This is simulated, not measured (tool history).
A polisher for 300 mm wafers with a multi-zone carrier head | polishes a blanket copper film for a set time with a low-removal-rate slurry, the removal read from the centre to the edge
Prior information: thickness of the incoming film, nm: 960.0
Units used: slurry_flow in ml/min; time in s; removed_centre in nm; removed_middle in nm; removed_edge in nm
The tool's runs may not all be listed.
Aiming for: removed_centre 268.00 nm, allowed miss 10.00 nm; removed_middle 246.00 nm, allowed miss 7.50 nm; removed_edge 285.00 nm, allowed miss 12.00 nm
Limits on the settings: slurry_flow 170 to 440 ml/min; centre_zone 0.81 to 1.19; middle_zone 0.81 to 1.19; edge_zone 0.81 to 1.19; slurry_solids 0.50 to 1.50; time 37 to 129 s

{"run": 1, "hour": 0.0, "slurry_flow": 280, "centre_zone": 1.0, "middle_zone": 1.0, "edge_zone": 1.0, "slurry_solids": 1.0, "time": 83, "removed_centre": 239.02, "removed_middle": 232.59, "removed_edge": 234.31}
{"run": 2, "hour": 1.6, "slurry_flow": 330, "centre_zone": 1.0, "middle_zone": 1.0, "edge_zone": 1.0, "slurry_solids": 1.0, "time": 83, "removed_centre": 239.12, "removed_middle": 236.42, "removed_edge": 238.52}
{"run": 3, "hour": 3.8, "slurry_flow": 330, "centre_zone": 1.0, "middle_zone": 1.03, "edge_zone": 1.0, "slurry_solids": 1.0, "time": 83, "removed_centre": 244.18, "removed_middle": 237.42, "removed_edge": 235.84}
{"run": 4, "hour": 10.5, "slurry_flow": 330, "centre_zone": 1.0, "middle_zone": 1.03, "edge_zone": 1.0, "slurry_solids": 0.9, "time": 83, "removed_centre": 242.21, "removed_middle": 234.32, "removed_edge": 235.73}
{"run": 5, "hour": 15.0, "slurry_flow": 285, "centre_zone": 1.0, "middle_zone": 1.03, "edge_zone": 1.0, "slurry_solids": 0.9, "time": 83, "removed_centre": 237.46, "removed_middle": 230.62, "removed_edge": 227.53}
{"run": 6, "hour": 16.4, "slurry_flow": 305, "centre_zone": 1.01, "middle_zone": 1.01, "edge_zone": 1.05, "slurry_solids": 1.0, "time": 84, "removed_centre": 244.52, "removed_middle": 238.5, "removed_edge": 247.93}
{"run": 7, "hour": 17.8, "slurry_flow": 345, "centre_zone": 1.1, "middle_zone": 0.97, "edge_zone": 1.15, "slurry_solids": 1.15, "time": 85, "removed_centre": 281.13, "removed_middle": 245.87, "removed_edge": 277.07}
{"run": 8, "hour": 20.1, "slurry_flow": 345, "centre_zone": 1.09, "middle_zone": 0.97, "edge_zone": 1.16, "slurry_solids": 1.15, "time": 85, "removed_centre": 282.78, "removed_middle": 244.82, "removed_edge": 269.45}

Next run, 4 choices. One meets every target within its allowed miss, the rest don't. Which?
{"run": "A", "hour": 22.4, "slurry_flow": 325, "centre_zone": 0.98, "middle_zone": 0.9, "edge_zone": 1.15, "slurry_solids": 1.2, "time": 91, "removed_centre": "?", "removed_middle": "?", "removed_edge": "?"}
{"run": "B", "hour": 22.4, "slurry_flow": 285, "centre_zone": 0.99, "middle_zone": 0.98, "edge_zone": 1.18, "slurry_solids": 1.3, "time": 89, "removed_centre": "?", "removed_middle": "?", "removed_edge": "?"}
{"run": "C", "hour": 22.4, "slurry_flow": 190, "centre_zone": 1.01, "middle_zone": 0.83, "edge_zone": 1.18, "slurry_solids": 1.25, "time": 92, "removed_centre": "?", "removed_middle": "?", "removed_edge": "?"}
{"run": "D", "hour": 22.4, "slurry_flow": 355, "centre_zone": 1.09, "middle_zone": 1.03, "edge_zone": 1.16, "slurry_solids": 1.15, "time": 82, "removed_centre": "?", "removed_middle": "?", "removed_edge": "?"}

move=A removed_centre=268.36 removed_middle=246.66 removed_edge=289.22
move=B removed_centre=266.74 removed_middle=260.69 removed_edge=288.85
move=C removed_centre=267.86 removed_middle=224.66 removed_edge=288.90
move=D removed_centre=268.97 removed_middle=248.18 removed_edge=260.31
A: every result lands within tolerance
B: brings the result that was furthest off to its target, and leaves another outside
C: brings the result that was furthest off to its target, and leaves another outside
D: brings the result that was furthest off to its target, and leaves another outside
The right move is A.

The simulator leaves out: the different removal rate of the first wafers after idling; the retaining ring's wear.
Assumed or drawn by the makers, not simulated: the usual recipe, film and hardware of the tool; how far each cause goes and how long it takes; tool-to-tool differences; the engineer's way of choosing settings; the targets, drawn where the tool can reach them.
